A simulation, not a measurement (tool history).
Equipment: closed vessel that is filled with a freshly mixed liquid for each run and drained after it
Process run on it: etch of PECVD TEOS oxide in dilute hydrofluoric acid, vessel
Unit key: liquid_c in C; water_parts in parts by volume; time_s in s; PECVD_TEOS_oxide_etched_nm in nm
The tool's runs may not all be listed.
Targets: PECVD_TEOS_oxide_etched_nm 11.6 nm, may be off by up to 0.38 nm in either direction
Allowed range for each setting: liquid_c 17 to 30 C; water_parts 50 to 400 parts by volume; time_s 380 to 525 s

Run 1, hour 0: liquid_c 22 C, water_parts 225 parts by volume, time_s 525 s. Result: PECVD_TEOS_oxide_etched_nm 18.773 nm.
Run 2, hour 1.3: liquid_c 22 C, water_parts 225 parts by volume, time_s 380 s. Result: PECVD_TEOS_oxide_etched_nm 13.578 nm.
Run 3, hour 3.9: liquid_c 22 C, water_parts 285 parts by volume, time_s 380 s. Result: PECVD_TEOS_oxide_etched_nm 10.322 nm.
Run 4, hour 7.9: liquid_c 22 C, water_parts 285 parts by volume, time_s 525 s. Result: PECVD_TEOS_oxide_etched_nm 14.192 nm.
Run 5, hour 15.5: liquid_c 21.5 C, water_parts 285 parts by volume, time_s 525 s. Result: PECVD_TEOS_oxide_etched_nm 13.717 nm.
Run 6, hour 16.3: liquid_c 25 C, water_parts 285 parts by volume, time_s 525 s. Result: PECVD_TEOS_oxide_etched_nm 15.771 nm.
Run 7, hour 22.7: liquid_c 24.5 C, water_parts 285 parts by volume, time_s 525 s. Result: PECVD_TEOS_oxide_etched_nm 15.407 nm.
Run 8, hour 26.4: liquid_c 24 C, water_parts 285 parts by volume, time_s 525 s. Result: PECVD_TEOS_oxide_etched_nm 15.414 nm.
Run 9, hour 34.4: liquid_c 23.5 C, water_parts 285 parts by volume, time_s 525 s. Result: PECVD_TEOS_oxide_etched_nm 14.844 nm.
Run 10, hour 41.3: liquid_c 19.5 C, water_parts 290 parts by volume, time_s 525 s. Result: PECVD_TEOS_oxide_etched_nm 12.612 nm.
Run 11, hour 42.7: liquid_c 19 C, water_parts 290 parts by volume, time_s 525 s. Result: PECVD_TEOS_oxide_etched_nm 12.689 nm.

Exercise: of the 5 proposed moves below, exactly one satisfies all targets within the stated allowed misses. Which move is it?
Run A, hour 44.1: liquid_c 21.5 C, water_parts 290 parts by volume, time_s 450 s. Result: PECVD_TEOS_oxide_etched_nm ?.
Run B, hour 44.1: liquid_c 17 C, water_parts 230 parts by volume, time_s 490 s. Result: PECVD_TEOS_oxide_etched_nm ?.
Run C, hour 44.1: liquid_c 17 C, water_parts 295 parts by volume, time_s 505 s. Result: PECVD_TEOS_oxide_etched_nm ?.
Run D, hour 44.1: liquid_c 18.5 C, water_parts 245 parts by volume, time_s 490 s. Result: PECVD_TEOS_oxide_etched_nm ?.
Run E, hour 44.1: liquid_c 21 C, water_parts 245 parts by volume, time_s 450 s. Result: PECVD_TEOS_oxide_etched_nm ?.

move  PECVD_TEOS_oxide_etched_nm
   A                      11.715
   B                      14.338
   C                      10.893
   D                      14.076
   E                      14.206
A: all results land within tolerance of their targets
B: misses by more than the last run did
C: takes the biggest miss from the last run beyond its target
D: misses by more than the last run did
E: misses by more than the last run did
Move A is the one to make.

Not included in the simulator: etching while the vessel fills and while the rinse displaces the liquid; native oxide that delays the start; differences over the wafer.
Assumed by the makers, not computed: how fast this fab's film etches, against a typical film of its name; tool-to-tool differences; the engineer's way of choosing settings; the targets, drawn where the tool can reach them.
